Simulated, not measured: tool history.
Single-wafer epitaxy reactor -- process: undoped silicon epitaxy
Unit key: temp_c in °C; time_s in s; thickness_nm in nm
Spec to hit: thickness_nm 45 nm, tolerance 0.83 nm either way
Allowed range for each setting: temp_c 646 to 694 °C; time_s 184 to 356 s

run 1 day=0 | temp_c=670 time_s=270 | thickness_nm=74.345
run 2 day=0.371 | temp_c=662 time_s=269 | thickness_nm=61.934
run 3 day=0.45 | temp_c=657 time_s=269 | thickness_nm=55.547
run 4 day=0.562 | temp_c=667 time_s=269 | thickness_nm=69.205
run 5 day=0.592 | temp_c=667 time_s=235 | thickness_nm=60.496
run 6 day=0.792 | temp_c=676 time_s=235 | thickness_nm=73.623
run 7 day=1.15 | temp_c=669 time_s=234 | thickness_nm=63.111
run 8 day=1.421 | temp_c=664 time_s=234 | thickness_nm=56.461
run 9 day=1.725 | temp_c=661 time_s=234 | thickness_nm=52.882
run 10 day=2.029 | temp_c=659 time_s=234 | thickness_nm=50.098
run 11 day=2.288 | temp_c=657 time_s=234 | thickness_nm=47.705
run 12 day=2.433 | temp_c=656 time_s=234 | thickness_nm=46.705
run 13 day=2.554 | temp_c=655 time_s=234 | thickness_nm=46.052

Which of these 4 next moves meets every target?
run A day=2.675 | temp_c=654 time_s=246 | thickness_nm=?
run B day=2.675 | temp_c=659 time_s=209 | thickness_nm=?
run C day=2.675 | temp_c=656 time_s=234 | thickness_nm=?
run D day=2.675 | temp_c=654 time_s=250 | thickness_nm=?

move=A thickness_nm=47.429
move=B thickness_nm=45.137
move=C thickness_nm=47.217
move=D thickness_nm=48.2
A: further off than the last run
B: every result lands within tolerance
C: further off than the last run
D: further off than the last run
Move B is the one to make.
